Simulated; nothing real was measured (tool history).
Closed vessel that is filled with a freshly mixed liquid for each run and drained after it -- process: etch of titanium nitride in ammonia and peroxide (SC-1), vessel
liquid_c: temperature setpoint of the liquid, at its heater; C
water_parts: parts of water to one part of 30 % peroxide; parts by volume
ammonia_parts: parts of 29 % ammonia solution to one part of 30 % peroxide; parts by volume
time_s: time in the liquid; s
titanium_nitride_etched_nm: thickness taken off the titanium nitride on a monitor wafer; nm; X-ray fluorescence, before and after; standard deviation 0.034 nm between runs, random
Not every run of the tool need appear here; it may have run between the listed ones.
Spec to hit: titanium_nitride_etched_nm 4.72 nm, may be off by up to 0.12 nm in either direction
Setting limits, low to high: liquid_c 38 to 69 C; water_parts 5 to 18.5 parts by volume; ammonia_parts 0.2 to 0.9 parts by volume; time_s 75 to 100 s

{"run": 1, "hour": 0.0, "liquid_c": 53, "water_parts": 10.5, "ammonia_parts": 0.5, "time_s": 100, "titanium_nitride_etched_nm": 6.9043}
{"run": 2, "hour": 5.0, "liquid_c": 53, "water_parts": 9, "ammonia_parts": 0.5, "time_s": 100, "titanium_nitride_etched_nm": 7.6134}
{"run": 3, "hour": 11.2, "liquid_c": 53, "water_parts": 9, "ammonia_parts": 0.5, "time_s": 100, "titanium_nitride_etched_nm": 7.5016}
{"run": 4, "hour": 18.8, "liquid_c": 53, "water_parts": 9, "ammonia_parts": 0.5, "time_s": 100, "titanium_nitride_etched_nm": 7.526}
{"run": 5, "hour": 22.3, "liquid_c": 51, "water_parts": 9, "ammonia_parts": 0.5, "time_s": 100, "titanium_nitride_etched_nm": 6.5495}
{"run": 6, "hour": 26.4, "liquid_c": 49.5, "water_parts": 9, "ammonia_parts": 0.5, "time_s": 100, "titanium_nitride_etched_nm": 5.8707}
{"run": 7, "hour": 28.7, "liquid_c": 48.5, "water_parts": 9, "ammonia_parts": 0.5, "time_s": 100, "titanium_nitride_etched_nm": 5.4321}
{"run": 8, "hour": 37.0, "liquid_c": 48, "water_parts": 9, "ammonia_parts": 0.5, "time_s": 100, "titanium_nitride_etched_nm": 5.2714}
{"run": 9, "hour": 43.5, "liquid_c": 47.5, "water_parts": 9, "ammonia_parts": 0.5, "time_s": 100, "titanium_nitride_etched_nm": 5.1075}
{"run": 10, "hour": 51.7, "liquid_c": 47, "water_parts": 9, "ammonia_parts": 0.5, "time_s": 100, "titanium_nitride_etched_nm": 4.9117}

Which of these 4 next moves meets every target?
{"run": "A", "hour": 59.9, "liquid_c": 46, "water_parts": 7.5, "ammonia_parts": 0.75, "time_s": 95, "titanium_nitride_etched_nm": "?"}
{"run": "B", "hour": 59.9, "liquid_c": 49, "water_parts": 6, "ammonia_parts": 0.5, "time_s": 75, "titanium_nitride_etched_nm": "?"}
{"run": "C", "hour": 59.9, "liquid_c": 49.5, "water_parts": 11.5, "ammonia_parts": 0.5, "time_s": 100, "titanium_nitride_etched_nm": "?"}
{"run": "D", "hour": 59.9, "liquid_c": 49, "water_parts": 11, "ammonia_parts": 0.55, "time_s": 90, "titanium_nitride_etched_nm": "?"}

move=A titanium_nitride_etched_nm=5.0804
move=B titanium_nitride_etched_nm=5.1864
move=C titanium_nitride_etched_nm=5.1485
move=D titanium_nitride_etched_nm=4.6578
A: lands further from the targets than the last run did
B: lands further from the targets than the last run did
C: lands further from the targets than the last run did
D: hits every target within its allowed miss
The move that meets every target is D.
